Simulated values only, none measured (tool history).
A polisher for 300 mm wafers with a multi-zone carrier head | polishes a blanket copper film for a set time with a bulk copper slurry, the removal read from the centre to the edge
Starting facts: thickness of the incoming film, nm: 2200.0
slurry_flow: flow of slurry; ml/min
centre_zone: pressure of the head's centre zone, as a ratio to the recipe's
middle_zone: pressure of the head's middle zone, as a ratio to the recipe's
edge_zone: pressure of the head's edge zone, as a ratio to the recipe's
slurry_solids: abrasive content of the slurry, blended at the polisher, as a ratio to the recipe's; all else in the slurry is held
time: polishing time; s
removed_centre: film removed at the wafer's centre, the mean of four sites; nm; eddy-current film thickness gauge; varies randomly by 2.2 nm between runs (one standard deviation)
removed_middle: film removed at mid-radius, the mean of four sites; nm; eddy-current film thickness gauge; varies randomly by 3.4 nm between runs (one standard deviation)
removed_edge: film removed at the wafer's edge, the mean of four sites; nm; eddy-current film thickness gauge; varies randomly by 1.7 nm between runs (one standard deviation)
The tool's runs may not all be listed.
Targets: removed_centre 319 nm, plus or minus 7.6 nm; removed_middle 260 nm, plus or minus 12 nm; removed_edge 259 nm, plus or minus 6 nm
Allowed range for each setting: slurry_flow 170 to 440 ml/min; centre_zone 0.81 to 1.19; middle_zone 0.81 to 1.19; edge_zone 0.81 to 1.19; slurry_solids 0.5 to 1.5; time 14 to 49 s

run,hour,slurry_flow,centre_zone,middle_zone,edge_zone,slurry_solids,time,removed_centre,removed_middle,removed_edge
1,0,280,1,1,1,1,31,295.19,288.5,289.24
2,8,280,1.02,0.98,0.96,0.95,31,298.58,277.59,283.2
3,16.6,280,1.02,0.98,0.96,0.95,27,258.88,238.13,244.45
4,21.8,280,0.93,0.98,0.96,0.95,27,240.07,246.62,249.46
5,27.7,280,0.93,1.02,0.96,0.95,27,238.54,253.6,248.98
6,31.8,295,0.98,1.02,0.97,1,27,251.4,255.75,248.76
7,32.4,335,1.08,0.98,1.05,1.25,27,289.6,264.56,271.98
8,38.7,340,1.1,0.98,1.03,1.25,27,297.48,267.99,271.68
9,44.9,340,1.12,0.98,1.01,1.25,27,299.93,254.67,266.79

5 next moves are on the table. One of them brings every result within its allowed miss. Which?
A,51.1,375,1.19,1.19,0.93,1.3,25,?,?,?
B,51.1,355,1.14,0.92,0.99,1.4,28,?,?,?
C,51.1,325,1.1,0.89,0.91,1.4,29,?,?,?
D,51.1,355,1.19,0.97,0.92,1.1,28,?,?,?
E,51.1,400,1.19,1.08,0.93,1.15,29,?,?,?

move,removed_centre,removed_middle,removed_edge
A,295.52,287.88,240.87
B,321.48,261.37,280.67
C,320.59,261.42,279.09
D,319.7,262.11,260.97
E,337.26,302.33,275.07
A: lands further from the targets than the last run did
B: brings the result that was furthest off to its target, and leaves another outside
C: brings the result that was furthest off to its target, and leaves another outside
D: each result inside its tolerance
E: the result that was furthest off in the last run now lies on the other side of its target
Go with D: it meets all targets.
